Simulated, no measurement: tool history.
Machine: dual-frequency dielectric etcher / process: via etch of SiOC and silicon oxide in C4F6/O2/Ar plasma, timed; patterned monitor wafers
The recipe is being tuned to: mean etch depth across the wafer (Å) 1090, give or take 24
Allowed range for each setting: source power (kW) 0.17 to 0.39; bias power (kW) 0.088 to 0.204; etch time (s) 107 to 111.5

| run | hour | source power (kW) | bias power (kW) | etch time (s) | mean etch depth across the wafer (Å) |
|---|---|---|---|---|---|
| 1 | 0 | 0.28 | 0.146 | 107 | 979.63 |
| 2 | 9 | 0.3 | 0.148 | 107 | 1008.5 |
| 3 | 14.5 | 0.27 | 0.148 | 107 | 982.46 |
| 4 | 21.1 | 0.29 | 0.152 | 107 | 999.74 |
| 5 | 21.8 | 0.29 | 0.137 | 107 | 967.2 |
| 6 | 25 | 0.31 | 0.142 | 107 | 996.24 |
| 7 | 33.6 | 0.32 | 0.147 | 107 | 1010.6 |
| 8 | 35 | 0.33 | 0.152 | 107.5 | 1044.1 |
| 9 | 43 | 0.34 | 0.154 | 107.5 | 1064.2 |
| 10 | 49.7 | 0.34 | 0.155 | 107.5 | 1055 |

4 candidate next runs follow, results not yet known. Just one meets every target within its allowed miss. Identify it.
| A | 56.4 | 0.32 | 0.155 | 107 | ? |
| B | 56.4 | 0.32 | 0.138 | 111.5 | ? |
| C | 56.4 | 0.36 | 0.137 | 109.5 | ? |
| D | 56.4 | 0.3 | 0.174 | 109 | ? |

| move | mean etch depth across the wafer (Å) |
|---|---|
| A | 1037 |
| B | 1035.6 |
| C | 1046.9 |
| D | 1084.6 |
A: the biggest miss grows against the last run
B: the biggest miss grows against the last run
C: the biggest miss grows against the last run
D: each result inside its tolerance
Correct choice: D, which meets every target

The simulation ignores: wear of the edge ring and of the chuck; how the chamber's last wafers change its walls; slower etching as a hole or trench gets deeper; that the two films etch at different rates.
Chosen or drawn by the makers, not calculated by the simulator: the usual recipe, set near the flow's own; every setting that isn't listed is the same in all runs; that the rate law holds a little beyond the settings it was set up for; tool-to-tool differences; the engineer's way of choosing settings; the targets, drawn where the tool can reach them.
